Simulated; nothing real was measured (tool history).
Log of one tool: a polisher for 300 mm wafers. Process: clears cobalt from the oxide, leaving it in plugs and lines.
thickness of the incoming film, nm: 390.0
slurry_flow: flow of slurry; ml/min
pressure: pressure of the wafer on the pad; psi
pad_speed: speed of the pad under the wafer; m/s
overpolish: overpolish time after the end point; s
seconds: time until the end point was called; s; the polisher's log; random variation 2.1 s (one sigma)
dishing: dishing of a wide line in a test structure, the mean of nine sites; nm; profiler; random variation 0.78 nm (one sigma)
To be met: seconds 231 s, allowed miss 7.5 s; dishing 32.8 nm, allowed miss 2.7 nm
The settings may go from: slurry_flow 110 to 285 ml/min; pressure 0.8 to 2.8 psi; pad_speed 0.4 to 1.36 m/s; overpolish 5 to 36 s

run,hour,slurry_flow,pressure,pad_speed,overpolish,seconds,dishing
1,0,180,1.8,0.88,18,124.93,38.187
2,7.4,175,1.5,0.86,20,148.13,39.62
3,14.4,175,1.9,0.86,20,122.22,44.375
4,22.9,175,1.6,0.86,20,140.67,40.52
5,28.8,175,1.6,0.86,14,136.25,32.66
6,30.2,170,1.3,0.82,16,170.3,31.869
7,36.7,165,1.1,0.82,17,185.97,29.758
8,42.5,160,0.8,0.74,26,245.47,33.097

5 next moves are on the table. One of them brings every result within its allowed miss. Which?
A,48.3,190,1,0.68,25,?,?
B,48.3,165,0.9,0.8,29,?,?
C,48.3,150,1.1,0.72,22,?,?
D,48.3,145,0.8,0.86,23,?,?
E,48.3,170,0.8,0.78,19,?,?

move,seconds,dishing
A,233.35,33.054
B,216.47,38.16
C,217.71,31.712
D,220.15,32.452
E,234.84,27.02
A: meets every target
B: takes the result that was furthest off past its target
C: takes the result that was furthest off past its target
D: takes the result that was furthest off past its target
E: brings the result that was furthest off to its target, and leaves another outside
Move A is the one to make.
